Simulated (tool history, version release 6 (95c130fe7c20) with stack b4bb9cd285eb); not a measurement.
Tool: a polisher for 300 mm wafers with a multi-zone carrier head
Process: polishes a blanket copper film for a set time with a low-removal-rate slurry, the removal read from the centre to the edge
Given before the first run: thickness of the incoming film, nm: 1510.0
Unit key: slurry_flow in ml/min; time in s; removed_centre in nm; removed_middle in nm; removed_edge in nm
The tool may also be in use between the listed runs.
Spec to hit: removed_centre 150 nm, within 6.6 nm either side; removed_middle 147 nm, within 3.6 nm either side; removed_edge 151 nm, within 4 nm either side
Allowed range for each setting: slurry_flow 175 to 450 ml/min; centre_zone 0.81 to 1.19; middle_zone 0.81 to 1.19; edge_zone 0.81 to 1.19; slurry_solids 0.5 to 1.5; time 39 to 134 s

Run 1, hour 0: slurry_flow 290 ml/min, centre_zone 1, middle_zone 1, edge_zone 1, slurry_solids 1, time 86 s. Result: removed_centre 276.81 nm, removed_middle 275.33 nm, removed_edge 281.24 nm.
Run 2, hour 3.8: slurry_flow 290 ml/min, centre_zone 1, middle_zone 1, edge_zone 1, slurry_solids 0.9, time 86 s. Result: removed_centre 272.51 nm, removed_middle 271.65 nm, removed_edge 279.97 nm.
Run 3, hour 9.9: slurry_flow 290 ml/min, centre_zone 1, middle_zone 1, edge_zone 1, slurry_solids 0.8, time 86 s. Result: removed_centre 271.64 nm, removed_middle 264.24 nm, removed_edge 277.23 nm.
Run 4, hour 14.7: slurry_flow 290 ml/min, centre_zone 1, middle_zone 1, edge_zone 1, slurry_solids 0.8, time 101 s. Result: removed_centre 316.58 nm, removed_middle 314.87 nm, removed_edge 323.75 nm.
Run 5, hour 23.1: slurry_flow 285 ml/min, centre_zone 0.98, middle_zone 1, edge_zone 0.95, slurry_solids 0.7, time 83 s. Result: removed_centre 253.66 nm, removed_middle 251.87 nm, removed_edge 253.89 nm.
Run 6, hour 26.4: slurry_flow 275 ml/min, centre_zone 0.95, middle_zone 0.97, edge_zone 0.91, slurry_solids 0.65, time 72 s. Result: removed_centre 204.42 nm, removed_middle 212.53 nm, removed_edge 214.66 nm.
Run 7, hour 30.3: slurry_flow 270 ml/min, centre_zone 0.96, middle_zone 0.95, edge_zone 0.88, slurry_solids 0.6, time 65 s. Result: removed_centre 190.87 nm, removed_middle 189.99 nm, removed_edge 185.63 nm.
Run 8, hour 33.6: slurry_flow 260 ml/min, centre_zone 0.94, middle_zone 0.91, edge_zone 0.86, slurry_solids 0.55, time 62 s. Result: removed_centre 172.26 nm, removed_middle 173.21 nm, removed_edge 176.06 nm.
Run 9, hour 36.8: slurry_flow 255 ml/min, centre_zone 0.94, middle_zone 0.89, edge_zone 0.85, slurry_solids 0.55, time 59 s. Result: removed_centre 166.55 nm, removed_middle 165.29 nm, removed_edge 167.43 nm.
Run 10, hour 40: slurry_flow 225 ml/min, centre_zone 0.9, middle_zone 0.82, edge_zone 0.81, slurry_solids 0.5, time 53 s. Result: removed_centre 140.69 nm, removed_middle 137.33 nm, removed_edge 143.67 nm.
Run 11, hour 44.4: slurry_flow 305 ml/min, centre_zone 0.93, middle_zone 0.86, edge_zone 0.84, slurry_solids 0.5, time 52 s. Result: removed_centre 146.49 nm, removed_middle 142.33 nm, removed_edge 147.34 nm.

Consider the 4 candidate settings below. Which is the only one whose results all fall within their allowed miss of target?
Run A, hour 48.8: slurry_flow 275 ml/min, centre_zone 0.97, middle_zone 0.94, edge_zone 0.81, slurry_solids 0.55, time 51 s. Result: removed_centre ?, removed_middle ?, removed_edge ?.
Run B, hour 48.8: slurry_flow 295 ml/min, centre_zone 1.03, middle_zone 0.86, edge_zone 0.81, slurry_solids 0.55, time 54 s. Result: removed_centre ?, removed_middle ?, removed_edge ?.
Run C, hour 48.8: slurry_flow 265 ml/min, centre_zone 1.08, middle_zone 0.96, edge_zone 0.93, slurry_solids 0.7, time 50 s. Result: removed_centre ?, removed_middle ?, removed_edge ?.
Run D, hour 48.8: slurry_flow 380 ml/min, centre_zone 0.92, middle_zone 0.87, edge_zone 0.84, slurry_solids 0.55, time 52 s. Result: removed_centre ?, removed_middle ?, removed_edge ?.

move  removed_centre  removed_middle  removed_edge
   A           149.8          145.96        140.26
   B          168.94          147.92        149.29
   C          166.43          148.12        149.87
   D          149.28          146.19        148.22
A: brings the last run's worst result on target, with another outside its allowed miss
B: brings the last run's worst result on target, with another outside its allowed miss
C: brings the last run's worst result on target, with another outside its allowed miss
D: hits every target within its allowed miss
Correct choice: D, which meets every target
